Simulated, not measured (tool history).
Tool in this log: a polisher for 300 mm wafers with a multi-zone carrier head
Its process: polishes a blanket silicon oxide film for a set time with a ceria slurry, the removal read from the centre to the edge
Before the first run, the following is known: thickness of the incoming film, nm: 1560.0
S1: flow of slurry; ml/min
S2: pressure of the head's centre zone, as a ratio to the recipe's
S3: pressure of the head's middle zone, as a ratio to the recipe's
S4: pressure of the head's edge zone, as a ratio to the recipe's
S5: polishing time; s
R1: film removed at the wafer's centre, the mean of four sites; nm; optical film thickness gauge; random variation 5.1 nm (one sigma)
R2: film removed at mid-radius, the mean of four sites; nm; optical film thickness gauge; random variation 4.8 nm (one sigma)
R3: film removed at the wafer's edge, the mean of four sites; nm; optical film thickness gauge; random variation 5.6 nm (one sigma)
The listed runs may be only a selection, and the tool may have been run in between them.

| run | hour | S1 | S2 | S3 | S4 | S5 | R1 | R2 | R3 |
|---|---|---|---|---|---|---|---|---|---|
| 1 | 0 | 310 | 1 | 1 | 1 | 62 | 280.64 | 271.66 | 281.32 |
| 2 | 2.7 | 380 | 1 | 1 | 1 | 62 | 285.62 | 282.87 | 289.48 |
| 3 | 6.8 | 380 | 1 | 0.96 | 1 | 62 | 286.81 | 269.83 | 285.4 |
| 4 | 15.8 | 380 | 1.01 | 0.97 | 1.01 | 64 | 298.28 | 283.72 | 298.63 |
| 5 | 23.9 | 380 | 0.96 | 0.97 | 1.01 | 64 | 282.47 | 270.42 | 300.95 |
| 6 | 26.1 | 380 | 0.96 | 0.91 | 1.01 | 64 | 280.76 | 260.56 | 302.79 |
| 7 | 33.2 | 380 | 0.98 | 0.92 | 1.02 | 66 | 294.39 | 277.73 | 304.09 |
| 8 | 40.6 | 385 | 0.98 | 0.91 | 1.02 | 68 | 301.44 | 284.08 | 321.61 |
| 9 | 49.4 | 385 | 1 | 0.91 | 1.02 | 70 | 312.6 | 291.31 | 332.66 |

For run 10, what comes out?
| 10 | 54.6 | 385 | 1.02 | 0.92 | 1.02 | 71 | ? | ? | ? |

R1: 339.7 nm
R2: 301.61 nm
R3: 344.67 nm
